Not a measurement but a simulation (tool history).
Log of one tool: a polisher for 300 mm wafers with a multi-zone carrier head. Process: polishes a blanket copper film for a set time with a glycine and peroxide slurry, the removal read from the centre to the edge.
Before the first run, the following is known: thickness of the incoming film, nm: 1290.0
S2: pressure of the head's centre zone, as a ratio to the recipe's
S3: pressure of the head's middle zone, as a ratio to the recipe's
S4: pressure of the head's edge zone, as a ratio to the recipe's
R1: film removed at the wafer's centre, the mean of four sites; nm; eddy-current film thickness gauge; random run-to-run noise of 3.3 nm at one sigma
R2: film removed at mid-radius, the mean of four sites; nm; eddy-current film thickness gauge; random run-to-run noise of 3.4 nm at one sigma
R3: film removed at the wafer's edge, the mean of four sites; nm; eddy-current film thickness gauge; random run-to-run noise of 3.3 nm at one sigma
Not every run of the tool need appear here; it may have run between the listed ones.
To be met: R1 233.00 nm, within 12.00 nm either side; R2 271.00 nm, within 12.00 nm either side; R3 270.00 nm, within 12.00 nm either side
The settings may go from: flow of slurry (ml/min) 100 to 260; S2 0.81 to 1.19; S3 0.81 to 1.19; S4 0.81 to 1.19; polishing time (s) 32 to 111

Run 1, hour 0.0: flow of slurry (ml/min) 165, S2 1.00, S3 1.00, S4 1.00, polishing time (s) 71. Result: R1 468.73 nm, R2 458.77 nm, R3 483.79 nm.
Run 2, hour 7.0: flow of slurry (ml/min) 165, S2 1.00, S3 1.00, S4 1.00, polishing time (s) 60. Result: R1 385.16 nm, R2 388.45 nm, R3 401.48 nm.
Run 3, hour 8.1: flow of slurry (ml/min) 160, S2 0.96, S3 0.99, S4 0.98, polishing time (s) 53. Result: R1 334.10 nm, R2 328.94 nm, R3 354.23 nm.
Run 4, hour 10.7: flow of slurry (ml/min) 155, S2 0.92, S3 1.03, S4 0.96, polishing time (s) 49. Result: R1 292.03 nm, R2 325.99 nm, R3 328.81 nm.
Run 5, hour 18.8: flow of slurry (ml/min) 155, S2 0.92, S3 0.96, S4 0.96, polishing time (s) 49. Result: R1 290.59 nm, R2 302.95 nm, R3 316.19 nm.
Run 6, hour 20.1: flow of slurry (ml/min) 135, S2 0.92, S3 0.96, S4 0.96, polishing time (s) 49. Result: R1 284.91 nm, R2 288.84 nm, R3 313.03 nm.
Run 7, hour 28.3: flow of slurry (ml/min) 135, S2 0.89, S3 0.96, S4 0.92, polishing time (s) 48. Result: R1 269.27 nm, R2 286.12 nm, R3 307.02 nm.
Run 8, hour 34.7: flow of slurry (ml/min) 145, S2 0.88, S3 0.97, S4 0.91, polishing time (s) 45. Result: R1 251.48 nm, R2 276.28 nm, R3 279.70 nm.
Run 9, hour 41.7: flow of slurry (ml/min) 145, S2 0.88, S3 0.97, S4 0.91, polishing time (s) 45. Result: R1 253.35 nm, R2 273.58 nm, R3 293.18 nm.

Which single option among these 5 for the next run brings every result within its allowed miss of target? Just one does.
Run A, hour 48.7: flow of slurry (ml/min) 185, S2 1.02, S3 0.91, S4 0.92, polishing time (s) 43. Result: R1 ?, R2 ?, R3 ?.
Run B, hour 48.7: flow of slurry (ml/min) 165, S2 0.84, S3 0.82, S4 0.89, polishing time (s) 50. Result: R1 ?, R2 ?, R3 ?.
Run C, hour 48.7: flow of slurry (ml/min) 125, S2 0.83, S3 0.98, S4 0.81, polishing time (s) 45. Result: R1 ?, R2 ?, R3 ?.
Run D, hour 48.7: flow of slurry (ml/min) 160, S2 1.05, S3 0.96, S4 0.81, polishing time (s) 43. Result: R1 ?, R2 ?, R3 ?.
Run E, hour 48.7: flow of slurry (ml/min) 160, S2 0.99, S3 0.97, S4 0.94, polishing time (s) 46. Result: R1 ?, R2 ?, R3 ?.

move      R1      R2      R3
   A  289.13  265.19  287.98
   B  269.94  277.50  325.24
   C  223.76  271.83  267.69
   D  289.04  270.00  266.52
   E  291.43  291.40  304.91
A: further off than the last run
B: further off than the last run
C: every result within its allowed miss
D: meets the target for the result that was furthest off, but another lies outside its allowed miss
E: further off than the last run
The right move is C.

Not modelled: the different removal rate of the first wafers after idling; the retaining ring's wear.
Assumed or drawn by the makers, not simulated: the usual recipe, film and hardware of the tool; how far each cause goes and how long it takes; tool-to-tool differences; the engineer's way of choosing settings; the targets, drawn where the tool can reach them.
